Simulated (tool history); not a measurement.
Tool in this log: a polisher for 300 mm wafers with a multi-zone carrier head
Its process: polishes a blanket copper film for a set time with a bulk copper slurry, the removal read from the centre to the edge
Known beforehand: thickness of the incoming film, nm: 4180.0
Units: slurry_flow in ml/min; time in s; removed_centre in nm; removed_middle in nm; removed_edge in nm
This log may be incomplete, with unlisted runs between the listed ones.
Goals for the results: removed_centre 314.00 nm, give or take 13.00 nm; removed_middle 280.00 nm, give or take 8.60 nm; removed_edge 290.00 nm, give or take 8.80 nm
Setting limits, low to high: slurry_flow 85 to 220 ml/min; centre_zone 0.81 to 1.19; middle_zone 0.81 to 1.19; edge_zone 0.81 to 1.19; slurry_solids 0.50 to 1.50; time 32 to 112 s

run	day	slurry_flow	centre_zone	middle_zone	edge_zone	slurry_solids	time	removed_centre	removed_middle	removed_edge
1	0.000	140	1.00	1.00	1.00	1.00	72	373.61	371.91	365.31
2	0.025	130	1.00	0.97	0.96	0.85	71	340.39	332.21	335.49
3	0.229	130	1.00	0.91	0.96	0.85	71	337.18	319.40	336.52
4	0.388	125	1.01	0.90	0.92	0.80	71	327.29	304.93	320.66
5	0.546	120	1.02	0.90	0.89	0.80	71	331.03	302.60	314.47
6	0.862	120	1.02	0.86	0.89	0.80	71	340.03	294.85	316.58
7	0.896	115	1.02	0.86	0.87	0.80	71	323.29	286.32	310.62
8	1.083	115	1.03	0.87	0.85	0.80	71	322.58	286.35	306.38
9	1.121	115	1.04	0.88	0.84	0.80	71	327.55	291.31	302.77
10	1.279	110	1.04	0.88	0.83	0.80	71	322.50	290.54	302.48

4 candidate next runs follow, results not yet known. Just one meets every target within its allowed miss. Identify it.
A	1.438	115	1.03	0.88	0.84	0.75	69	?	?	?
B	1.438	100	1.04	0.83	0.84	0.80	75	?	?	?
C	1.438	165	1.08	0.95	0.81	0.80	63	?	?	?
D	1.438	125	1.10	0.81	0.89	0.65	78	?	?	?

move	removed_centre	removed_middle	removed_edge
A	311.31	281.62	287.66
B	330.01	285.36	309.64
C	327.47	302.63	279.30
D	359.56	292.14	324.74
A: all results land within tolerance of their targets
B: moves away from the targets compared with the last run
C: moves the result that the last run missed by most past its target, out the other side
D: moves away from the targets compared with the last run
A is the move that brings every result within its allowed miss.
